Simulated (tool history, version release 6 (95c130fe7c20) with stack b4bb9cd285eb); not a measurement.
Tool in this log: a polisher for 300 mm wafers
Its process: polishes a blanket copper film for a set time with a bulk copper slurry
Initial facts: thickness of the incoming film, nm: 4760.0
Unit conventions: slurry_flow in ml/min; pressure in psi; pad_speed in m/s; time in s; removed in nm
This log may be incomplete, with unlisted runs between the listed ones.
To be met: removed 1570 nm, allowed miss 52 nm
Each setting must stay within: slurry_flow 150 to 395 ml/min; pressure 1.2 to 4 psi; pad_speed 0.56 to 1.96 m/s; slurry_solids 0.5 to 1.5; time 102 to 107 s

run  hour  slurry_flow  pressure  pad_speed  slurry_solids  time  removed
  1     0          250       2.6       1.26              1   102   1052.4
  2   6.8          250       2.8       1.26              1   102   1130.4
  3  15.4          250       2.9       1.26              1   102   1149.1
  4  18.1          250         3       1.26              1   102   1205.8
  5  23.7          250       2.8       1.26              1   102     1116
  6  24.8          250       2.8       1.38              1   102   1222.9
  7  30.7          250       2.9       1.38              1   102   1262.2
  8  37.5          250         3       1.38              1   102   1320.8
  9  42.1          250       3.1       1.38              1   102   1344.4
 10  47.4          250       3.2       1.38              1   102     1383
 11  52.3          250       3.3       1.38              1   102   1470.4
 12  55.5          255       3.4       1.38              1   102   1485.4

Next run, 4 choices. One meets every target within its allowed miss, the rest don't. Which?
  A  58.7          265       3.4        1.3           0.85   104        ?
  B  58.7          230       3.1       1.48           1.15   102        ?
  C  58.7          250       3.8       1.18           1.25   102        ?
  D  58.7          290         4       1.12            1.2   107        ?

move  removed
   A   1433.1
   B   1493.7
   C   1494.3
   D   1581.4
A: moves away from the targets compared with the last run
B: moves toward the targets from the last run without getting all of them in spec
C: moves toward the targets from the last run without getting all of them in spec
D: all results land within tolerance of their targets
The move that meets every target is D.

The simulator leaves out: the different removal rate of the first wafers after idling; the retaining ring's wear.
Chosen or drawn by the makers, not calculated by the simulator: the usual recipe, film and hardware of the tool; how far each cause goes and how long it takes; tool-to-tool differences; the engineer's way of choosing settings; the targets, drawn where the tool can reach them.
